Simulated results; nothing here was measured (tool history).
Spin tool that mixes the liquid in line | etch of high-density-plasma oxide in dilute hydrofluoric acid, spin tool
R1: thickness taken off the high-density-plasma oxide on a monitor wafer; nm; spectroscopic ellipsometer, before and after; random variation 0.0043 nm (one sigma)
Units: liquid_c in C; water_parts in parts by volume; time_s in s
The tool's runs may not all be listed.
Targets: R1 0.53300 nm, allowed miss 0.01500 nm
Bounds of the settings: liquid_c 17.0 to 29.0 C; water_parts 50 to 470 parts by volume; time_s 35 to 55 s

Run 1, hour 0.0: liquid_c 21.0 C, water_parts 260 parts by volume, time_s 55 s. Result: R1 0.79681 nm.
Run 2, hour 3.1: liquid_c 20.5 C, water_parts 265 parts by volume, time_s 55 s. Result: R1 0.75890 nm.
Run 3, hour 10.8: liquid_c 20.0 C, water_parts 270 parts by volume, time_s 55 s. Result: R1 0.72054 nm.
Run 4, hour 12.4: liquid_c 20.0 C, water_parts 270 parts by volume, time_s 35 s. Result: R1 0.47033 nm.
Run 5, hour 15.5: liquid_c 20.0 C, water_parts 270 parts by volume, time_s 35 s. Result: R1 0.46730 nm.
Run 6, hour 17.8: liquid_c 20.5 C, water_parts 270 parts by volume, time_s 35 s. Result: R1 0.47733 nm.
Run 7, hour 26.7: liquid_c 21.0 C, water_parts 270 parts by volume, time_s 35 s. Result: R1 0.47927 nm.
Run 8, hour 28.7: liquid_c 24.5 C, water_parts 265 parts by volume, time_s 35 s. Result: R1 0.56218 nm.

Which of these 4 next moves meets every target?
Run A, hour 30.7: liquid_c 24.0 C, water_parts 315 parts by volume, time_s 45 s. Result: R1 ?.
Run B, hour 30.7: liquid_c 26.5 C, water_parts 380 parts by volume, time_s 50 s. Result: R1 ?.
Run C, hour 30.7: liquid_c 23.0 C, water_parts 255 parts by volume, time_s 35 s. Result: R1 ?.
Run D, hour 30.7: liquid_c 24.0 C, water_parts 260 parts by volume, time_s 35 s. Result: R1 ?.

move       R1
   A  0.57566
   B  0.54142
   C  0.56613
   D  0.57263
A: further off than the last run
B: meets every target
C: further off than the last run
D: further off than the last run
Move B is the one to make.

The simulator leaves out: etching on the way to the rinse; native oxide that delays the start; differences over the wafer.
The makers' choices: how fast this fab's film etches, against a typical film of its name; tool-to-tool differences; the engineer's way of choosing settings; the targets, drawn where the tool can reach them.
